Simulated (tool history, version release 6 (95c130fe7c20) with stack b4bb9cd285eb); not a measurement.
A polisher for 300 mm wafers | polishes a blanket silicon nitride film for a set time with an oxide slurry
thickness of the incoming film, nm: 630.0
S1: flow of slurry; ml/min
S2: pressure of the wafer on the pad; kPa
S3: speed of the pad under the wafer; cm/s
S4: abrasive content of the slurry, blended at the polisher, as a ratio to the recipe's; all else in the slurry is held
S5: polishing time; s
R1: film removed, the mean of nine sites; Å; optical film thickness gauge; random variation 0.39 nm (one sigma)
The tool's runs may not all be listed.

run	hour	S1	S2	S3	S4	S5	R1
1	0.0	165	29.6	134	1.00	32	224.06
2	7.3	165	29.6	134	0.85	32	203.19
3	8.2	165	29.6	134	0.85	32	199.92
4	9.1	165	22.8	134	0.85	32	180.32
5	10.6	165	22.8	134	0.85	32	178.13
6	15.1	170	27.6	146	0.85	32	203.97

Run 7 comes next. What will it give?
7	22.9	170	31.0	158	0.90	32	?

Run 7 gave R1 231.32 Å.
